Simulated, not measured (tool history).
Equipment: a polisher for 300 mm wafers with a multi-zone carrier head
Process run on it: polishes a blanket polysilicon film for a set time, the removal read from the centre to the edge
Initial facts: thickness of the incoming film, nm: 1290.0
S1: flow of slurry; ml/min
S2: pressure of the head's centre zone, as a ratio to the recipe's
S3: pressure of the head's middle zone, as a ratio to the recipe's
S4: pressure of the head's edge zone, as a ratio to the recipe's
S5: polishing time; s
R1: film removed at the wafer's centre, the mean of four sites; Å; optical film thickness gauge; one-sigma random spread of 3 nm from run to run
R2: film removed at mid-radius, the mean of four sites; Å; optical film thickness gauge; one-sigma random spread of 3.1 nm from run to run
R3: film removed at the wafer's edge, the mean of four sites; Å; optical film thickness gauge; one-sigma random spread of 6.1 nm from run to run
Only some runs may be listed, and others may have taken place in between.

run,hour,S1,S2,S3,S4,S5,R1,R2,R3
1,0,270,1,1,1,74,3769.9,3853.4,3777.2
2,1.1,270,1,1,0.96,74,3720.4,3880.4,3657
3,7.8,270,1,1,0.96,64,3277.3,3373.4,3209
4,12.9,265,1,0.99,1.03,70,3514.2,3578,3571.5
5,16.3,275,1,0.98,1.08,75,3849.8,3823.6,3924.7
6,21,275,1,0.98,1.08,90,4581.1,4602.7,4678.8

What does the tool deliver on the next run?
7,27.7,250,0.99,0.96,1.11,91,?,?,?

R1: 4560.5 Å
R2: 4534.9 Å
R3: 4903.5 Å
